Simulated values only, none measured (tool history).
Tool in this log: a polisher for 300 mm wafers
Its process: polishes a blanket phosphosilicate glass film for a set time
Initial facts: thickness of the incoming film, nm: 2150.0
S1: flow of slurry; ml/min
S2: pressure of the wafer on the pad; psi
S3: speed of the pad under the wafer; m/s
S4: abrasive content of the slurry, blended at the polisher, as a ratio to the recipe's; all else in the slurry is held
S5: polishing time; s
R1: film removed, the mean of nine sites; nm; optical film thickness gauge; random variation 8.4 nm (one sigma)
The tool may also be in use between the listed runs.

run  hour   S1   S2    S3  S4  S5      R1
  1     0  230  3.9  0.92   1  69  639.35
  2   5.8  230  3.9  0.92   1  69  618.56
  3  12.1  230  4.1  0.92   1  69  649.12
  4  19.5  230  4.3  0.92   1  69  669.22
  5    21  230  4.3  0.72   1  69  577.69
  6  28.9  230  4.6  0.72   1  69  616.49
  7  34.6  230  4.6  0.72   1  69  622.26
  8  39.9  230  4.6  0.72   1  69  610.27
  9  45.1  230  4.9  0.72   1  69   637.3

For run 10, what comes out?
 10  49.2  230  5.1  0.72   1  69   ?

{"run 10": {"R1": 673.39}}
